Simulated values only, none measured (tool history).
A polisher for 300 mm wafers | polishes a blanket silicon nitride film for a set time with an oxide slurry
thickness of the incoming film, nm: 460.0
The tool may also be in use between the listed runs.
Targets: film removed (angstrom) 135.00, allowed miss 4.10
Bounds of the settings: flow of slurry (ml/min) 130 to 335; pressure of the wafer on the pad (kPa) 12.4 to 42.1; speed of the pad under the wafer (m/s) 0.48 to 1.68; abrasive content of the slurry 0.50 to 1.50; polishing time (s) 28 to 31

run	hour	flow of slurry (ml/min)	pressure of the wafer on the pad (kPa)	speed of the pad under the wafer (m/s)	abrasive content of the slurry	polishing time (s)	film removed (angstrom)
1	0.0	215	26.9	1.08	1.00	31	191.54
2	1.9	215	25.5	1.08	1.00	31	182.07
3	7.8	215	25.5	1.08	1.00	31	182.32
4	14.6	215	24.1	1.08	1.00	31	172.25
5	21.5	215	23.4	1.08	1.00	31	169.62
6	29.4	215	23.4	1.08	1.00	31	169.92
7	36.7	215	22.8	1.08	1.00	31	161.54
8	44.3	215	22.8	1.08	1.00	31	163.66
9	52.5	215	22.1	1.08	1.00	31	160.24
10	53.9	215	21.4	1.08	1.00	31	156.12
11	57.1	215	20.7	1.08	1.00	31	149.51
12	62.4	215	20.0	1.08	1.00	31	146.79

Which of these 5 next moves meets every target?
A	67.7	155	19.3	1.32	0.95	28	?
B	67.7	170	17.9	0.98	1.15	31	?
C	67.7	170	17.2	1.30	1.15	31	?
D	67.7	205	24.1	0.98	1.05	28	?
E	67.7	220	20.7	0.98	0.95	28	?

move	film removed (angstrom)
A	133.74
B	122.24
C	142.17
D	147.14
E	124.04
A: meets every target
B: takes the result that was furthest off past its target
C: nearer than the last run, and not there yet
D: as far off as the last run
E: takes the result that was furthest off past its target
Move A is the one to make.
